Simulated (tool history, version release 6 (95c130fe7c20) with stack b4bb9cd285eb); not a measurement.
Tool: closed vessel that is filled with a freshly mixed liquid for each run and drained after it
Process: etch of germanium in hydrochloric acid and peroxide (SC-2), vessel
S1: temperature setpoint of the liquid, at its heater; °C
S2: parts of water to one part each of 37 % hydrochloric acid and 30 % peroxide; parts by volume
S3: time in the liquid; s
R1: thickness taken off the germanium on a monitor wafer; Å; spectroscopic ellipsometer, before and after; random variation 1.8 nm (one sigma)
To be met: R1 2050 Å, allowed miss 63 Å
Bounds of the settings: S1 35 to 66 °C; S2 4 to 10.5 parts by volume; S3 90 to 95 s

run	day	S1	S2	S3	R1
1	0	50	5.5	90	1697.8
2	0.221	50	5.5	90	1689.8
3	0.6	51.5	5.5	90	1793.1
4	0.642	51.5	4	90	1843.4
5	0.846	52	4	90	1830.8
6	1.088	47.5	4	90	1592.7
7	1.125	49	4	90	1666
8	1.475	50.5	4	90	1758
9	1.742	51.5	4	90	1841.5

Which of these 4 next moves meets every target?
A	2.008	55.5	4	95	?
B	2.008	56.5	4.5	95	?
C	2.008	56.5	4	95	?
D	2.008	54	4	95	?

move	R1
A	2174.7
B	2239.1
C	2243.4
D	2074.7
A: takes the result that was furthest off past its target
B: takes the result that was furthest off past its target
C: takes the result that was furthest off past its target
D: meets every target
The right move is D.
